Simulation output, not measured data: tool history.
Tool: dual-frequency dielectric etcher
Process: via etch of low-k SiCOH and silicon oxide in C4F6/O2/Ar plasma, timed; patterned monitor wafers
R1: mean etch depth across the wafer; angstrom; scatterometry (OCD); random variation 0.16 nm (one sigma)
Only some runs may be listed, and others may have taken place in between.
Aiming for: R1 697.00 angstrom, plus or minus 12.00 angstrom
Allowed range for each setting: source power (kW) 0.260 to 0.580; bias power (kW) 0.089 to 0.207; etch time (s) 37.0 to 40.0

Run 1, hour 0.0: source power (kW) 0.420, bias power (kW) 0.148, etch time (s) 40.0. Result: R1 916.33 angstrom.
Run 2, hour 7.0: source power (kW) 0.420, bias power (kW) 0.124, etch time (s) 40.0. Result: R1 841.33 angstrom.
Run 3, hour 11.6: source power (kW) 0.400, bias power (kW) 0.122, etch time (s) 40.0. Result: R1 812.19 angstrom.
Run 4, hour 19.9: source power (kW) 0.400, bias power (kW) 0.102, etch time (s) 40.0. Result: R1 733.84 angstrom.
Run 5, hour 27.3: source power (kW) 0.400, bias power (kW) 0.102, etch time (s) 37.0. Result: R1 677.27 angstrom.
Run 6, hour 36.0: source power (kW) 0.400, bias power (kW) 0.128, etch time (s) 37.0. Result: R1 764.25 angstrom.
Run 7, hour 38.8: source power (kW) 0.320, bias power (kW) 0.124, etch time (s) 37.0. Result: R1 639.47 angstrom.
Run 8, hour 43.3: source power (kW) 0.340, bias power (kW) 0.124, etch time (s) 37.0. Result: R1 673.56 angstrom.

Consider the 4 candidate settings below. Which is the only one whose results all fall within their allowed miss of target?
Run A, hour 47.8: source power (kW) 0.310, bias power (kW) 0.112, etch time (s) 40.0. Result: R1 ?.
Run B, hour 47.8: source power (kW) 0.320, bias power (kW) 0.128, etch time (s) 37.0. Result: R1 ?.
Run C, hour 47.8: source power (kW) 0.300, bias power (kW) 0.115, etch time (s) 40.0. Result: R1 ?.
Run D, hour 47.8: source power (kW) 0.340, bias power (kW) 0.117, etch time (s) 39.5. Result: R1 ?.

move      R1
   A  641.98
   B  654.28
   C  633.89
   D  697.77
A: lands further from the targets than the last run did
B: lands further from the targets than the last run did
C: lands further from the targets than the last run did
D: hits every target within its allowed miss
Move D is the one to make.

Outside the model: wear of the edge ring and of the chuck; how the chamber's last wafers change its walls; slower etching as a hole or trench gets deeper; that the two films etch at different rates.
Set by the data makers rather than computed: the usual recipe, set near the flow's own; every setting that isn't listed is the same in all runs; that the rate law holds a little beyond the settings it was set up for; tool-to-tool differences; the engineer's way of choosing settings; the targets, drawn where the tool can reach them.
